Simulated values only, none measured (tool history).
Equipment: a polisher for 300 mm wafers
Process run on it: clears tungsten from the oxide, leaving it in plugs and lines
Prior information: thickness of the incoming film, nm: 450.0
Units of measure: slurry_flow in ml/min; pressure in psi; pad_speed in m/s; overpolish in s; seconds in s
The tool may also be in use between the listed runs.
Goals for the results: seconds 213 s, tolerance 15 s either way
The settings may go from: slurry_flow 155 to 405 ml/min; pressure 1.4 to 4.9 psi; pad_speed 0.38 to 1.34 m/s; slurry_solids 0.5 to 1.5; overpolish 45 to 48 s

run  hour  slurry_flow  pressure  pad_speed  slurry_solids  overpolish  seconds
  1     0          260       3.1       0.86              1          45   123.23
  2   1.9          260       3.1       0.86            0.9          45   121.78
  3   4.5          260       2.8       0.84            0.9          45   142.79
  4   9.8          260       2.8       0.84            0.8          45   147.73
  5  18.9          260       2.8       0.84            0.8          48    143.2
  6  25.5          260       2.8       0.84            0.6          48   154.02
  7  27.2          260       2.8       0.84            0.6          48    153.4
  8    36          260       2.8       0.84            0.6          48    158.9
  9  42.1          260       2.7       0.84            0.6          48    161.6
 10    43          260       1.8        0.8            0.6          48    251.6
 11  44.3          260       1.9        0.8            0.6          48   235.82

Consider the 4 candidate settings below. Which is the only one whose results all fall within their allowed miss of target?
  A  45.6          255       2.1       0.66            0.5          47        ?
  B  45.6          270       1.4       1.18           0.75          45        ?
  C  45.6          310       2.1       0.94           0.75          45        ?
  D  45.6          205       2.7        0.8           0.65          48        ?

move  seconds
   A   281.95
   B   217.12
   C   180.61
   D   177.44
A: misses by more than the last run did
B: hits every target within its allowed miss
C: moves the result that the last run missed by most past its target, out the other side
D: moves the result that the last run missed by most past its target, out the other side
So the answer is move B, the one that meets all the targets.
